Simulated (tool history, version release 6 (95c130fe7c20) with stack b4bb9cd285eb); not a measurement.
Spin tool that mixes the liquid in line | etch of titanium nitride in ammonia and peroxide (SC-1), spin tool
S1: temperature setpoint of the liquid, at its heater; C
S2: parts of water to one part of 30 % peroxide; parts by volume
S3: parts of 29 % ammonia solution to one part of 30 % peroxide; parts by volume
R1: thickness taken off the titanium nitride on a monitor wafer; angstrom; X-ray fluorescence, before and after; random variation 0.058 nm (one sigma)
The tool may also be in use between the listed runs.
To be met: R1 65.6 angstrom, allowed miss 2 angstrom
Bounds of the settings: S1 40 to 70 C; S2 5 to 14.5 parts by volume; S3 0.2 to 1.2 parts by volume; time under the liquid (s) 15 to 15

{"run": 1, "hour": 0.0, "S1": 56, "S2": 8, "S3": 0.8, "time under the liquid (s)": 15, "R1": 35.503}
{"run": 2, "hour": 4.7, "S1": 59, "S2": 8, "S3": 0.8, "time under the liquid (s)": 15, "R1": 43.775}
{"run": 3, "hour": 8.6, "S1": 55, "S2": 8, "S3": 0.8, "time under the liquid (s)": 15, "R1": 32.89}
{"run": 4, "hour": 11.5, "S1": 55, "S2": 8, "S3": 0.8, "time under the liquid (s)": 15, "R1": 33.235}
{"run": 5, "hour": 16.5, "S1": 55, "S2": 10, "S3": 0.8, "time under the liquid (s)": 15, "R1": 30.109}
{"run": 6, "hour": 17.2, "S1": 58, "S2": 10, "S3": 0.8, "time under the liquid (s)": 15, "R1": 36.312}
{"run": 7, "hour": 22.5, "S1": 61, "S2": 10, "S3": 0.8, "time under the liquid (s)": 15, "R1": 44.032}
{"run": 8, "hour": 28.2, "S1": 63, "S2": 10, "S3": 0.8, "time under the liquid (s)": 15, "R1": 50.227}
{"run": 9, "hour": 31.3, "S1": 64.5, "S2": 10, "S3": 0.8, "time under the liquid (s)": 15, "R1": 55.987}

5 next moves are on the table. One of them brings every result within its allowed miss. Which?
{"run": "A", "hour": 34.4, "S1": 66, "S2": 9.5, "S3": 1, "time under the liquid (s)": 15, "R1": "?"}
{"run": "B", "hour": 34.4, "S1": 64, "S2": 13, "S3": 0.65, "time under the liquid (s)": 15, "R1": "?"}
{"run": "C", "hour": 34.4, "S1": 66, "S2": 11, "S3": 1.05, "time under the liquid (s)": 15, "R1": "?"}
{"run": "D", "hour": 34.4, "S1": 65.5, "S2": 11, "S3": 1.2, "time under the liquid (s)": 15, "R1": "?"}
{"run": "E", "hour": 34.4, "S1": 67, "S2": 8.5, "S3": 0.75, "time under the liquid (s)": 15, "R1": "?"}

move=A R1=65.317
move=B R1=45.631
move=C R1=61.139
move=D R1=60.42
move=E R1=70.375
A: meets every target
B: further off than the last run
C: nearer than the last run, and not there yet
D: nearer than the last run, and not there yet
E: takes the result that was furthest off past its target
Answer: A
